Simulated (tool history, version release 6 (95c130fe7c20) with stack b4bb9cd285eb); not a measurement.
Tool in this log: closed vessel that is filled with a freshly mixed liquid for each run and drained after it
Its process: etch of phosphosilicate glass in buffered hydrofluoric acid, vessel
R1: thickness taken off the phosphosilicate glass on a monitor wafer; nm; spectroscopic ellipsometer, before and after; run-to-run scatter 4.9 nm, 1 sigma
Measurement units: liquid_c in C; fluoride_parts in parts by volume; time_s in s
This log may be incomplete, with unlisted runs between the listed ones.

run 1 day=0 | liquid_c=23 fluoride_parts=17.5 time_s=95 | R1=409.6
run 2 day=0.096 | liquid_c=23 fluoride_parts=21.5 time_s=95 | R1=331.78
run 3 day=0.312 | liquid_c=23 fluoride_parts=18 time_s=95 | R1=400.36
run 4 day=0.529 | liquid_c=23 fluoride_parts=22 time_s=95 | R1=329.95
run 5 day=0.625 | liquid_c=20 fluoride_parts=22 time_s=95 | R1=278.65
run 6 day=0.817 | liquid_c=22.5 fluoride_parts=20 time_s=95 | R1=349.43

Run 7 comes next. What will it give?
run 7 day=1.142 | liquid_c=26.5 fluoride_parts=14.5 time_s=95 | R1=?

Run 7 came out at R1 590.98 nm.
